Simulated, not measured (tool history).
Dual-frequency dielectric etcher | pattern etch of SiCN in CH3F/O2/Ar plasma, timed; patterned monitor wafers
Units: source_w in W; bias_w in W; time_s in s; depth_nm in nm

run	day	source_w	bias_w	time_s	depth_nm
1	0.000	380	87	118	43.786
2	0.271	380	79	118	41.472
3	0.517	380	86	118	43.256
4	0.604	410	86	118	44.856
5	0.650	390	85	118	43.795
6	0.879	370	84	118	42.752
7	1.108	350	83	118	41.171

Run 8 comes next. What will it give?
8	1.379	350	83	118	?

{"run 8": {"depth_nm": 41.714}}
